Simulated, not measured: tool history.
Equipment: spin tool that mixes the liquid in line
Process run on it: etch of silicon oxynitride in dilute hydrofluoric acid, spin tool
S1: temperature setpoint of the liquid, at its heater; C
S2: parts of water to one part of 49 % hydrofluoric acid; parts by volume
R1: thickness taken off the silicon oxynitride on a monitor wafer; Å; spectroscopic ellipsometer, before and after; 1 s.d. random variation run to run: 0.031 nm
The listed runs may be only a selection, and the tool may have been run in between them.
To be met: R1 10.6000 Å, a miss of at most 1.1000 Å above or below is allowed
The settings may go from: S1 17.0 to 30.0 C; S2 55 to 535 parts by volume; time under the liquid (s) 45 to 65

{"run": 1, "day": 0.0, "S1": 22.0, "S2": 295, "time under the liquid (s)": 65, "R1": 3.3055}
{"run": 2, "day": 0.058, "S1": 25.0, "S2": 295, "time under the liquid (s)": 65, "R1": 3.8906}
{"run": 3, "day": 0.183, "S1": 25.5, "S2": 260, "time under the liquid (s)": 65, "R1": 4.6717}
{"run": 4, "day": 0.392, "S1": 25.5, "S2": 365, "time under the liquid (s)": 65, "R1": 3.0168}
{"run": 5, "day": 0.617, "S1": 28.0, "S2": 365, "time under the liquid (s)": 65, "R1": 3.5061}
{"run": 6, "day": 0.7, "S1": 28.0, "S2": 365, "time under the liquid (s)": 45, "R1": 2.3137}
{"run": 7, "day": 0.775, "S1": 28.0, "S2": 365, "time under the liquid (s)": 45, "R1": 2.292}
{"run": 8, "day": 0.979, "S1": 28.0, "S2": 310, "time under the liquid (s)": 50, "R1": 3.2086}
{"run": 9, "day": 1.033, "S1": 28.5, "S2": 260, "time under the liquid (s)": 55, "R1": 4.2077}

Below are 4 possible settings for the next run. Only one of them brings all results inside the allowed miss of their targets. Which is it?
{"run": "A", "day": 1.088, "S1": 28.0, "S2": 185, "time under the liquid (s)": 55, "R1": "?"}
{"run": "B", "day": 1.088, "S1": 29.5, "S2": 260, "time under the liquid (s)": 65, "R1": "?"}
{"run": "C", "day": 1.088, "S1": 26.0, "S2": 285, "time under the liquid (s)": 45, "R1": "?"}
{"run": "D", "day": 1.088, "S1": 26.5, "S2": 135, "time under the liquid (s)": 65, "R1": "?"}

move=A R1=6.4357
move=B R1=5.4336
move=C R1=2.9079
move=D R1=10.1500
A: closes in on the targets versus the last run, not all within tolerance yet
B: closes in on the targets versus the last run, not all within tolerance yet
C: moves away from the targets compared with the last run
D: all results in spec
Correct choice: D, which meets every target
